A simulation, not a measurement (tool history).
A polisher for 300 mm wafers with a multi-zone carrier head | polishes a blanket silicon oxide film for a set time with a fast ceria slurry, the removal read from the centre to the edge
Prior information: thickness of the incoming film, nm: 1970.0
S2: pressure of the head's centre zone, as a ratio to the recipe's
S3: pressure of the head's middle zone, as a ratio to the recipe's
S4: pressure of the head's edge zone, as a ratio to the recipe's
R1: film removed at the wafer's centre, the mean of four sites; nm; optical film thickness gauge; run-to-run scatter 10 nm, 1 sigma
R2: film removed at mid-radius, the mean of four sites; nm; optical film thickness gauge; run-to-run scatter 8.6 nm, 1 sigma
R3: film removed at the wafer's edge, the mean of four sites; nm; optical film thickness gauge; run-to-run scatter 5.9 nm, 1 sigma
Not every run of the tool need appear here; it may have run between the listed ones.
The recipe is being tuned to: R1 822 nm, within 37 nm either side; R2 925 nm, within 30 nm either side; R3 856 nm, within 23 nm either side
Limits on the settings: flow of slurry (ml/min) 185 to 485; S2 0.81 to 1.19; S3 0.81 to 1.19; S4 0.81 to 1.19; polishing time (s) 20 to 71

run 1 hour=0 | flow_of_slurry_(ml/min)=310 S2=1 S3=1 S4=1 polishing_time_(s)=45 | R1=758.87 R2=739.64 R3=742.41
run 2 hour=7.2 | flow_of_slurry_(ml/min)=315 S2=1 S3=1.03 S4=1.02 polishing_time_(s)=45 | R1=768.08 R2=763.91 R3=755.84
run 3 hour=12.4 | flow_of_slurry_(ml/min)=315 S2=1 S3=1.03 S4=1.02 polishing_time_(s)=41 | R1=687.17 R2=701.98 R3=691.03
run 4 hour=18.6 | flow_of_slurry_(ml/min)=315 S2=0.93 S3=1.03 S4=1.02 polishing_time_(s)=41 | R1=645.96 R2=679.39 R3=687.85
run 5 hour=26.2 | flow_of_slurry_(ml/min)=320 S2=0.94 S3=1.05 S4=1.04 polishing_time_(s)=42 | R1=682.77 R2=723.12 R3=715.71
run 6 hour=30.1 | flow_of_slurry_(ml/min)=320 S2=0.94 S3=1.05 S4=1.07 polishing_time_(s)=42 | R1=665.23 R2=734.33 R3=723.7
run 7 hour=31.5 | flow_of_slurry_(ml/min)=325 S2=0.96 S3=1.06 S4=1.08 polishing_time_(s)=43 | R1=700.67 R2=759.37 R3=742.11
run 8 hour=39.8 | flow_of_slurry_(ml/min)=330 S2=0.97 S3=1.07 S4=1.09 polishing_time_(s)=44 | R1=738.82 R2=771.43 R3=767.14
run 9 hour=45.5 | flow_of_slurry_(ml/min)=325 S2=0.97 S3=1.09 S4=1.09 polishing_time_(s)=45 | R1=730.8 R2=803.39 R3=775.55
run 10 hour=51.4 | flow_of_slurry_(ml/min)=335 S2=0.98 S3=1.1 S4=1.1 polishing_time_(s)=45 | R1=755.15 R2=809.82 R3=786.86
run 11 hour=55.7 | flow_of_slurry_(ml/min)=335 S2=0.98 S3=1.11 S4=1.11 polishing_time_(s)=46 | R1=760.44 R2=824.15 R3=814.27
run 12 hour=61.2 | flow_of_slurry_(ml/min)=330 S2=0.98 S3=1.12 S4=1.1 polishing_time_(s)=47 | R1=798.96 R2=855.12 R3=817.39
run 13 hour=68.8 | flow_of_slurry_(ml/min)=335 S2=0.98 S3=1.13 S4=1.11 polishing_time_(s)=47 | R1=777.06 R2=872.03 R3=826.55

Next run, 5 choices. One meets every target within its allowed miss, the rest don't. Which?
run A hour=76.4 | flow_of_slurry_(ml/min)=285 S2=1.14 S3=1.09 S4=1.16 polishing_time_(s)=48 | R1=? R2=? R3=?
run B hour=76.4 | flow_of_slurry_(ml/min)=340 S2=1.01 S3=1.18 S4=1.14 polishing_time_(s)=48 | R1=? R2=? R3=?
run C hour=76.4 | flow_of_slurry_(ml/min)=330 S2=0.93 S3=1.15 S4=1.19 polishing_time_(s)=44 | R1=? R2=? R3=?
run D hour=76.4 | flow_of_slurry_(ml/min)=280 S2=0.92 S3=1.1 S4=1.19 polishing_time_(s)=49 | R1=? R2=? R3=?
run E hour=76.4 | flow_of_slurry_(ml/min)=340 S2=1.01 S3=1.11 S4=1.16 polishing_time_(s)=48 | R1=? R2=? R3=?

move=A R1=886.69 R2=832.45 R3=854.53
move=B R1=809.03 R2=908.12 R3=857.63
move=C R1=685.07 R2=812.11 R3=802.5
move=D R1=740.75 R2=855.6 R3=882.57
move=E R1=808.63 R2=861.5 R3=866.18
A: its largest miss is bigger than the last run's
B: in spec on every target
C: its largest miss is bigger than the last run's
D: its largest miss is bigger than the last run's
E: its largest miss is bigger than the last run's
Go with B: it meets all targets.
